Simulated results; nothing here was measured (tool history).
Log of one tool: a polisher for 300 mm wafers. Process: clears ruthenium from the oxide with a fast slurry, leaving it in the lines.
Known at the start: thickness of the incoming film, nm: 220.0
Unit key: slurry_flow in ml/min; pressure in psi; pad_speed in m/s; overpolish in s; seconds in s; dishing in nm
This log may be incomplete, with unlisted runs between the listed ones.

run	hour	slurry_flow	pressure	pad_speed	slurry_solids	overpolish	seconds	dishing
1	0.0	230	2.4	1.08	1.00	19	72.181	47.117
2	4.6	230	2.2	1.08	1.00	20	79.264	45.985
3	12.4	265	2.2	1.08	1.00	20	77.375	46.141
4	13.0	285	2.2	1.08	1.00	20	76.516	46.925
5	13.6	285	2.2	1.08	1.05	20	75.672	45.650
6	15.2	285	2.5	1.08	1.05	20	66.785	53.614
7	23.7	285	2.4	1.08	1.05	20	70.846	47.849

What will run 8 give?
8	28.9	285	2.2	1.08	1.05	21	?	?

{"run 8": {"seconds": 74.906, "dishing": 47.749}}
